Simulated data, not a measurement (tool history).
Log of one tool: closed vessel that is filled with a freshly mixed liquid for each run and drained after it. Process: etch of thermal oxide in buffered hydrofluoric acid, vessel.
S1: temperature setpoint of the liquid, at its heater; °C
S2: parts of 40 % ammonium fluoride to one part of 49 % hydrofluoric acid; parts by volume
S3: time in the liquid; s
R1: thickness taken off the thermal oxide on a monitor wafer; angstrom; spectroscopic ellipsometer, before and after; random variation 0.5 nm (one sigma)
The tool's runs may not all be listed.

run	hour	S1	S2	S3	R1
1	0	22	9	90	1045.7
2	2.7	21	9	90	997.15
3	6.5	19.5	9	90	914.01
4	11.6	19.5	9	90	922.71
5	12.5	21	9	90	991.62
6	13.3	21	9	90	995.23

Run 7 comes next. What will it give?
7	14.4	20.5	9	90	?

Run 7 gave R1 969.69 angstrom.
